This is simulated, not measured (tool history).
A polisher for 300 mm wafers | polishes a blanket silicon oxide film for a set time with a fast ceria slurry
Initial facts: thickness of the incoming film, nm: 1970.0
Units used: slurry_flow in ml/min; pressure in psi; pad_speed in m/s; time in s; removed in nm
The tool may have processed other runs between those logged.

run 1 hour=0 | slurry_flow=200 pressure=2.8 pad_speed=0.92 time=30 | removed=388.39
run 2 hour=7.9 | slurry_flow=200 pressure=2.2 pad_speed=0.92 time=30 | removed=333.74
run 3 hour=15.1 | slurry_flow=200 pressure=2.2 pad_speed=1.12 time=30 | removed=401.15
run 4 hour=15.9 | slurry_flow=200 pressure=2.5 pad_speed=1.12 time=30 | removed=431.72
run 5 hour=17.1 | slurry_flow=200 pressure=2 pad_speed=1.12 time=30 | removed=370.87
run 6 hour=20.5 | slurry_flow=200 pressure=2.4 pad_speed=1.14 time=30 | removed=414.15
run 7 hour=25.3 | slurry_flow=200 pressure=2.7 pad_speed=1.16 time=30 | removed=462.64

What will run 8 give?
run 8 hour=32.3 | slurry_flow=200 pressure=2.9 pad_speed=1.16 time=30 | removed=?

removed: 499.4 nm

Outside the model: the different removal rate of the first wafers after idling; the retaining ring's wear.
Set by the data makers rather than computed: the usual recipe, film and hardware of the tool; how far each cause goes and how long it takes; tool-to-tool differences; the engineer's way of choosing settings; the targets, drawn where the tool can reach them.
